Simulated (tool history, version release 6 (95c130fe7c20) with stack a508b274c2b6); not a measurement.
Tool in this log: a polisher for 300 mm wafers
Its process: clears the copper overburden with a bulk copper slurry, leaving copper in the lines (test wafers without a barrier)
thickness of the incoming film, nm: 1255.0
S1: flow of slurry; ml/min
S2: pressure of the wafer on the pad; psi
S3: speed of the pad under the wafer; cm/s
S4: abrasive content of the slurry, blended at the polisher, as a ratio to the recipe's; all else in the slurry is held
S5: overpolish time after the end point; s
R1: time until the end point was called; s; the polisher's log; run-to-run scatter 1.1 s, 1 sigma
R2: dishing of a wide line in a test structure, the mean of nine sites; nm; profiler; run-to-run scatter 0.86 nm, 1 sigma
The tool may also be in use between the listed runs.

run	hour	S1	S2	S3	S4	S5	R1	R2
1	0	190	3.5	94	1	15	99.945	67.194
2	6.5	190	3.5	78	1	15	108.86	62.57
3	8.6	190	3.5	78	1	19	107.19	69.212
4	9.9	190	3.5	100	1	19	94.397	71.489
5	16.1	190	3.8	102	1	15	88.432	71.761
6	18.6	145	3.8	102	1	15	87.616	68.883
7	21.9	140	4	104	1	12	85.261	66.059
8	24.4	135	4.2	106	1	10	79.776	62.182
9	27.7	135	4.3	106	1	10	75.799	63.649
10	31.2	135	4.4	106	1	10	74.861	66.418

Estimate the outcome of run 11 from the log above:
11	39	135	4.4	106	1	9	?	?

{"run 11": {"R1": 75.155, "R2": 62.092}}

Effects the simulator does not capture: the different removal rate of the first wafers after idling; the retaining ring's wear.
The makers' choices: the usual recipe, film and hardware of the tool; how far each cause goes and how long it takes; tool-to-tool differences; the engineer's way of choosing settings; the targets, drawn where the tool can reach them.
